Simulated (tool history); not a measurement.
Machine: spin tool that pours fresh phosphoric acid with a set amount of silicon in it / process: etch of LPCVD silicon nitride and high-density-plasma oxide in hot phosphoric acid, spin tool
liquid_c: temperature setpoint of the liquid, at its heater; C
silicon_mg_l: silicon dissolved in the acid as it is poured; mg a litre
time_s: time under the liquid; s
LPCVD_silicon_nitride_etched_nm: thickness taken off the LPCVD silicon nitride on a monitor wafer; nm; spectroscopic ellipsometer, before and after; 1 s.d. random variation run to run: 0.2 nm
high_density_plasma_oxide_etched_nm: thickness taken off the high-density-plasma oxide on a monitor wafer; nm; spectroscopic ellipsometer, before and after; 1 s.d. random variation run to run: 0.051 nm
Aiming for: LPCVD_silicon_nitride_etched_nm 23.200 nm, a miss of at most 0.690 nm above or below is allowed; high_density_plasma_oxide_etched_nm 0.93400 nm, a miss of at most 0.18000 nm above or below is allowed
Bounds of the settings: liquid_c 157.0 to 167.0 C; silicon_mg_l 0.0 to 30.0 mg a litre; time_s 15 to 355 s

run	day	liquid_c	silicon_mg_l	time_s	LPCVD_silicon_nitride_etched_nm	high_density_plasma_oxide_etched_nm
1	0.000	162.0	13.0	180	17.339	0.60948
2	0.333	160.5	13.0	180	16.440	0.53424
3	0.638	160.5	18.5	180	16.332	0.44805
4	0.842	158.5	18.5	180	15.210	0.38871
5	1.204	160.5	16.5	190	17.670	0.55021
6	1.246	162.0	16.5	190	18.225	0.55537
7	1.438	163.0	15.0	195	19.664	0.59778
8	1.750	164.0	12.5	200	20.914	0.75792
9	2.121	164.5	12.0	200	20.948	0.74720

Pick the move, out of 4, that brings all results within their allowed miss; only one does.
A	2.492	164.0	18.5	185	?	?
B	2.492	164.5	10.0	220	?	?
C	2.492	163.5	29.0	215	?	?
D	2.492	164.0	16.0	180	?	?

move	LPCVD_silicon_nitride_etched_nm	high_density_plasma_oxide_etched_nm
A	19.132	0.59481
B	23.130	0.90433
C	21.871	0.47480
D	18.615	0.61837
A: its largest miss is bigger than the last run's
B: hits every target within its allowed miss
C: gains on the last run, yet a result remains outside its allowed miss
D: its largest miss is bigger than the last run's
B meets every target.

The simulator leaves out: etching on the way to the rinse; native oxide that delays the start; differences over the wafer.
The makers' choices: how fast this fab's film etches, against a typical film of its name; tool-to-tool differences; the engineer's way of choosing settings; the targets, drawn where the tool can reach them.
